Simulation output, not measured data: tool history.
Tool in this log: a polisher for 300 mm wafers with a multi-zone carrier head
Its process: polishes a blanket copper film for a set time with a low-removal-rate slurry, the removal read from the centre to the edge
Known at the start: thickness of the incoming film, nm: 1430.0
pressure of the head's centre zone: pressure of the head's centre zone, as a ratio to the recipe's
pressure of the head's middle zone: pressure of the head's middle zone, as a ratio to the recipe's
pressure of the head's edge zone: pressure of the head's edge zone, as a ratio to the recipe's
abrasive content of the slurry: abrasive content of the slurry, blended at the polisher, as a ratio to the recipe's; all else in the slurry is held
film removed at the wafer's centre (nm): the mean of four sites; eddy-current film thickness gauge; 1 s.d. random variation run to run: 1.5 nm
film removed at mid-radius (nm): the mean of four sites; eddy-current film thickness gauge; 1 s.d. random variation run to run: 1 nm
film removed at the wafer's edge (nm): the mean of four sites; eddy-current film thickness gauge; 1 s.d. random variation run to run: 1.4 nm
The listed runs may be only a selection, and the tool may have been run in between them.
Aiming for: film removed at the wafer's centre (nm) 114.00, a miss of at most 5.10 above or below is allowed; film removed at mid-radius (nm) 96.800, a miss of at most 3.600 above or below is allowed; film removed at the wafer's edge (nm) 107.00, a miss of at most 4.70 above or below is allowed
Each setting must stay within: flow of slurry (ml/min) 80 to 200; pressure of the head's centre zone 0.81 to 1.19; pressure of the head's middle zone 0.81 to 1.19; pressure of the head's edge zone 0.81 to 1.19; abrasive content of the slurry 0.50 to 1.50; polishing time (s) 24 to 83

run  hour  flow of slurry (ml/min)  pressure of the head's centre zone  pressure of the head's middle zone  pressure of the head's edge zone  abrasive content of the slurry  polishing time (s)  film removed at the wafer's centre (nm)  film removed at mid-radius (nm)  film removed at the wafer's edge (nm)
  1   0.0                      130                                1.00                                1.00                              1.00                            1.00                  53                                   135.06                          141.790                                 143.98
  2   4.2                      130                                0.96                                1.00                              1.00                            1.00                  53                                   128.65                          141.930                                 140.86
  3  10.7                      145                                0.96                                1.00                              1.00                            1.00                  53                                   130.87                          142.540                                 142.23
  4  19.4                      145                                1.04                                1.00                              1.00                            1.00                  53                                   141.79                          142.600                                 144.14
  5  26.3                      145                                1.04                                1.00                              1.00                            1.00                  46                                   123.60                          122.520                                 125.09
  6  34.5                      115                                1.04                                1.00                              1.00                            1.00                  46                                   120.28                          121.120                                 120.68
  7  38.4                      115                                1.05                                0.98                              0.99                            0.95                  46                                   120.41                          115.160                                 118.79
  8  42.2                      115                                1.05                                0.97                              0.98                            0.95                  46                                   118.72                          114.340                                 121.06
  9  45.2                      115                                1.07                                0.97                              0.98                            0.90                  46                                   117.75                          111.920                                 119.26
 10  48.6                      115                                1.09                                0.97                              0.97                            0.90                  46                                   122.32                          114.570                                 119.23
 11  52.6                      115                                1.10                                0.96                              0.96                            0.85                  46                                   123.24                          111.560                                 113.42
     54.1  -- slurry nozzle cleaned
 12  54.1                      115                                1.10                                0.94                              0.96                            0.85                  46                                   129.49                          116.100                                 119.87
 13  59.7                      110                                1.11                                0.94                              0.98                            0.80                  45                                   123.24                          109.830                                 115.25
 14  65.0                      105                                1.11                                0.93                              0.98                            0.80                  45                                   125.95                          109.870                                 116.35
 15  68.4                      100                                1.10                                0.92                              0.97                            0.80                  44                                   118.43                          107.130                                 112.57
 16  76.3                       90                                1.13                                0.84                              0.95                            0.70                  44                                   118.30                           92.693                                 106.89

Which single option among these 5 for the next run brings every result within its allowed miss of target? Just one does.
  A  84.2                      150                                1.19                                0.84                              0.98                            0.55                  43                                        ?                                ?                                      ?
  B  84.2                       80                                1.12                                0.81                              0.95                            0.65                  45                                        ?                                ?                                      ?
  C  84.2                      140                                1.12                                0.90                              1.01                            0.85                  39                                        ?                                ?                                      ?
  D  84.2                       95                                1.19                                0.86                              0.91                            0.80                  44                                        ?                                ?                                      ?
  E  84.2                       80                                0.96                                0.85                              1.06                            0.65                  47                                        ?                                ?                                      ?

move  film removed at the wafer's centre (nm)  film removed at mid-radius (nm)  film removed at the wafer's edge (nm)
   A                                   122.57                           91.315                                 106.84
   B                                   114.13                           88.490                                 107.79
   C                                   114.25                           95.472                                 107.22
   D                                   126.93                           97.237                                 109.69
   E                                   103.29                           96.199                                 118.65
A: further off than the last run
B: further off than the last run
C: every result within its allowed miss
D: the furthest-off result lands on target, but another misses its tolerance
E: the furthest-off result lands on target, but another misses its tolerance
Answer: C

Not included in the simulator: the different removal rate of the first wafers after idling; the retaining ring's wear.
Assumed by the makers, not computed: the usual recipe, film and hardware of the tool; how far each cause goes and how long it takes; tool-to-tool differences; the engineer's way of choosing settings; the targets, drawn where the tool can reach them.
